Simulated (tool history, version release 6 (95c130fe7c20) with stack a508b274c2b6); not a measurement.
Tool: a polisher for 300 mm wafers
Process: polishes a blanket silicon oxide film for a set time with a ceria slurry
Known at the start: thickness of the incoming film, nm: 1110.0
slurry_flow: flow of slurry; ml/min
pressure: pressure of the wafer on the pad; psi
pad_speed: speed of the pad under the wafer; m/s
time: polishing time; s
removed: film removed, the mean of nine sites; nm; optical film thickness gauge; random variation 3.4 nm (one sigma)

run 1 day=0 | slurry_flow=125 pressure=3.8 pad_speed=0.84 time=41 | removed=180.11
run 2 day=0.079 | slurry_flow=125 pressure=4 pad_speed=0.84 time=41 | removed=187.51
run 3 day=0.229 | slurry_flow=125 pressure=4 pad_speed=0.84 time=41 | removed=190.71
run 4 day=0.267 | slurry_flow=125 pressure=4.2 pad_speed=0.84 time=41 | removed=198.53
run 5 day=0.367 | slurry_flow=150 pressure=4.2 pad_speed=0.84 time=41 | removed=202.44
run 6 day=0.512 | slurry_flow=150 pressure=4.3 pad_speed=0.84 time=41 | removed=213.23
run 7 day=0.583 | slurry_flow=150 pressure=4.3 pad_speed=0.84 time=41 | removed=207.03

Run 8 comes next. What will it give?
run 8 day=0.688 | slurry_flow=150 pressure=4.4 pad_speed=0.84 time=41 | removed=?

removed: 208.56 nm
